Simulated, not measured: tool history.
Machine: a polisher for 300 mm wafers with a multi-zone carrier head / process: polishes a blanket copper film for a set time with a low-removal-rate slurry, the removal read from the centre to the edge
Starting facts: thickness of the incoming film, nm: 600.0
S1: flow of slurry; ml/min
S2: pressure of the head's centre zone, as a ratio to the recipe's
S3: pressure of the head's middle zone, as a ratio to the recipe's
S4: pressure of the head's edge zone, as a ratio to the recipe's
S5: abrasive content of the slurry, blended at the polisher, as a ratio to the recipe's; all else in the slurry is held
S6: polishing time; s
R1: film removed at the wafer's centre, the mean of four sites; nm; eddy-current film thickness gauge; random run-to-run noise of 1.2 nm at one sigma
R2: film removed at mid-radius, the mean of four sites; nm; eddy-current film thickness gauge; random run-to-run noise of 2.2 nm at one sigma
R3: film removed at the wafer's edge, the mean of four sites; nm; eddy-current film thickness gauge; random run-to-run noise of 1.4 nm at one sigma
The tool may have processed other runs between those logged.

run	hour	S1	S2	S3	S4	S5	S6	R1	R2	R3
1	0	225	1	1	1	1	44	186.04	188.97	189.65
2	0.8	180	1	1	1	1	44	181.31	186.08	184.16
3	3.2	175	1	0.99	0.98	0.9	43	172.65	172.41	173.19
4	5.1	220	1	0.99	0.98	0.9	43	177.89	181.43	178.52
5	7.6	220	1	0.99	0.98	0.9	50	206.04	209.84	204.83
6	15.7	215	0.99	0.98	0.96	0.85	49	196.92	199.31	192.08
7	22.8	210	0.96	0.96	0.94	0.8	49	186.52	191.16	192.89
8	25.3	205	0.96	0.96	0.92	0.75	48	175.03	180.29	180.61

Predict the results of run 9:
9	34	200	0.99	0.97	0.82	0.5	43	?	?	?

{"run 9": {"R1": 144.44, "R2": 146.57, "R3": 132.55}}

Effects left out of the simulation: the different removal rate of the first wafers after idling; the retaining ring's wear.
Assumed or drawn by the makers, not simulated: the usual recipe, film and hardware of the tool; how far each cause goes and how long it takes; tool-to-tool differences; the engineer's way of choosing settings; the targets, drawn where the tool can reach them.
